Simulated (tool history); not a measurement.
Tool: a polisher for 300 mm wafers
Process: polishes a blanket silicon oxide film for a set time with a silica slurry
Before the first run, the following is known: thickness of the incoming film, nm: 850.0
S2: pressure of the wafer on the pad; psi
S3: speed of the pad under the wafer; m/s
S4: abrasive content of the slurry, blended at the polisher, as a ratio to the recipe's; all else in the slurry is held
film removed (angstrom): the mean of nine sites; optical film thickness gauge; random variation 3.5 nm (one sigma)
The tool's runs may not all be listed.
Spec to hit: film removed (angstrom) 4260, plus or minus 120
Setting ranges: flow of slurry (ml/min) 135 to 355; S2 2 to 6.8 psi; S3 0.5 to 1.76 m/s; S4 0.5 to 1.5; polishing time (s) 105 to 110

run 1 hour=0 | flow_of_slurry_(ml/min)=225 S2=4.4 S3=1.12 S4=1 polishing_time_(s)=105 | film_removed_(angstrom)=3401.8
run 2 hour=6.6 | flow_of_slurry_(ml/min)=225 S2=4.4 S3=1.02 S4=1 polishing_time_(s)=105 | film_removed_(angstrom)=3260
run 3 hour=9.6 | flow_of_slurry_(ml/min)=225 S2=4.5 S3=1.02 S4=1 polishing_time_(s)=105 | film_removed_(angstrom)=3302.3
run 4 hour=17.1 | flow_of_slurry_(ml/min)=225 S2=4.6 S3=1.02 S4=1 polishing_time_(s)=105 | film_removed_(angstrom)=3267.7
run 5 hour=26 | flow_of_slurry_(ml/min)=225 S2=4.8 S3=1.02 S4=1 polishing_time_(s)=105 | film_removed_(angstrom)=3428.1
run 6 hour=28.2 | flow_of_slurry_(ml/min)=225 S2=4.9 S3=1.02 S4=1 polishing_time_(s)=105 | film_removed_(angstrom)=3466.1
-- hour=30.6 worn pad replaced by a new one
run 7 hour=30.6 | flow_of_slurry_(ml/min)=225 S2=5.1 S3=1.02 S4=1 polishing_time_(s)=105 | film_removed_(angstrom)=3873.8
run 8 hour=35.3 | flow_of_slurry_(ml/min)=245 S2=5.4 S3=1.02 S4=1 polishing_time_(s)=105 | film_removed_(angstrom)=4089.9

5 next moves are on the table. One of them brings every result within its allowed miss. Which?
run A hour=40 | flow_of_slurry_(ml/min)=240 S2=5.4 S3=1.06 S4=1 polishing_time_(s)=109 | film_removed_(angstrom)=?
run B hour=40 | flow_of_slurry_(ml/min)=255 S2=4.8 S3=1.08 S4=0.95 polishing_time_(s)=108 | film_removed_(angstrom)=?
run C hour=40 | flow_of_slurry_(ml/min)=355 S2=5.7 S3=0.76 S4=1 polishing_time_(s)=110 | film_removed_(angstrom)=?
run D hour=40 | flow_of_slurry_(ml/min)=195 S2=5.9 S3=0.98 S4=0.85 polishing_time_(s)=110 | film_removed_(angstrom)=?
run E hour=40 | flow_of_slurry_(ml/min)=215 S2=4.4 S3=1.08 S4=1.05 polishing_time_(s)=110 | film_removed_(angstrom)=?

move=A film_removed_(angstrom)=4285
move=B film_removed_(angstrom)=3860.5
move=C film_removed_(angstrom)=3923.5
move=D film_removed_(angstrom)=3874.7
move=E film_removed_(angstrom)=3847.8
A: meets every target
B: its largest miss is bigger than the last run's
C: its largest miss is bigger than the last run's
D: its largest miss is bigger than the last run's
E: its largest miss is bigger than the last run's
The right move is A.

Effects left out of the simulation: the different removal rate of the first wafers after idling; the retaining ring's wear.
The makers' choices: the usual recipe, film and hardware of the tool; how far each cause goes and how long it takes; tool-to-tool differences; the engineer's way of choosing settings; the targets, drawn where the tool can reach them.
